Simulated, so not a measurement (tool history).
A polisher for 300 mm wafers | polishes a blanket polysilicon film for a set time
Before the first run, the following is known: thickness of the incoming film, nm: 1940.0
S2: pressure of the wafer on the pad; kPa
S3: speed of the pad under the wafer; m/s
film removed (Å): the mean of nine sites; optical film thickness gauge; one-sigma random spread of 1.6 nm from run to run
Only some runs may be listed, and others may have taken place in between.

{"run": 1, "hour": 0.0, "flow of slurry (ml/min)": 130, "S2": 16.5, "S3": 0.92, "polishing time (s)": 40, "film removed (Å)": 2693.6}
{"run": 2, "hour": 5.9, "flow of slurry (ml/min)": 130, "S2": 16.5, "S3": 1.1, "polishing time (s)": 40, "film removed (Å)": 3229.4}
{"run": 3, "hour": 12.7, "flow of slurry (ml/min)": 125, "S2": 15.2, "S3": 1.1, "polishing time (s)": 40, "film removed (Å)": 2945.7}
{"run": 4, "hour": 21.2, "flow of slurry (ml/min)": 120, "S2": 13.8, "S3": 1.1, "polishing time (s)": 40, "film removed (Å)": 2693.2}
{"run": 5, "hour": 24.6, "flow of slurry (ml/min)": 115, "S2": 13.1, "S3": 1.1, "polishing time (s)": 40, "film removed (Å)": 2527.3}
{"run": 6, "hour": 32.1, "flow of slurry (ml/min)": 115, "S2": 13.1, "S3": 1.1, "polishing time (s)": 40, "film removed (Å)": 2547.9}

Estimate the outcome of run 7 from the log above:
{"run": 7, "hour": 34.8, "flow of slurry (ml/min)": 110, "S2": 12.4, "S3": 1.1, "polishing time (s)": 40, "film removed (Å)": "?"}

{"run 7": {"film removed (Å)": 2433.1}}

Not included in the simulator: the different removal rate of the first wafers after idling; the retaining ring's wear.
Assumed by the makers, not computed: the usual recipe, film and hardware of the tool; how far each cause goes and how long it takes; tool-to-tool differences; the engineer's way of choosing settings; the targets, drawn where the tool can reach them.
